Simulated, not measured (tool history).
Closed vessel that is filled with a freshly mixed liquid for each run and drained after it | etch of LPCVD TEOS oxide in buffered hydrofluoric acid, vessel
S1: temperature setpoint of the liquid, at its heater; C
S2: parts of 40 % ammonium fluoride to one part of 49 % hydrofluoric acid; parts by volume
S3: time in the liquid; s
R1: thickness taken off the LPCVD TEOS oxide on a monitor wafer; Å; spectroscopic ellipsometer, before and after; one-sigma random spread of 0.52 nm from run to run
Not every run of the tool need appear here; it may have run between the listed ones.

| run | hour | S1 | S2 | S3 | R1 |
|---|---|---|---|---|---|
| 1 | 0.0 | 24.0 | 16.5 | 105 | 2510.1 |
| 2 | 6.8 | 22.0 | 17.5 | 105 | 2123.8 |
| 3 | 15.5 | 22.0 | 17.5 | 110 | 2221.7 |
| 4 | 20.7 | 22.0 | 20.0 | 110 | 1951.5 |
| 5 | 22.4 | 22.0 | 20.0 | 110 | 1952.0 |
| 6 | 23.3 | 22.0 | 20.0 | 105 | 1867.1 |
| 7 | 31.2 | 20.5 | 20.5 | 105 | 1678.7 |
| 8 | 39.4 | 20.5 | 20.5 | 105 | 1690.3 |
| 9 | 41.4 | 19.5 | 21.0 | 105 | 1561.1 |
| 10 | 43.8 | 19.0 | 21.0 | 105 | 1521.3 |
| 11 | 49.7 | 18.5 | 21.0 | 105 | 1480.8 |
| 12 | 58.7 | 18.0 | 21.0 | 105 | 1447.4 |

Run 13 comes next. What will it give?
| 13 | 66.0 | 18.0 | 21.0 | 105 | ? |

R1: 1435.9 Å

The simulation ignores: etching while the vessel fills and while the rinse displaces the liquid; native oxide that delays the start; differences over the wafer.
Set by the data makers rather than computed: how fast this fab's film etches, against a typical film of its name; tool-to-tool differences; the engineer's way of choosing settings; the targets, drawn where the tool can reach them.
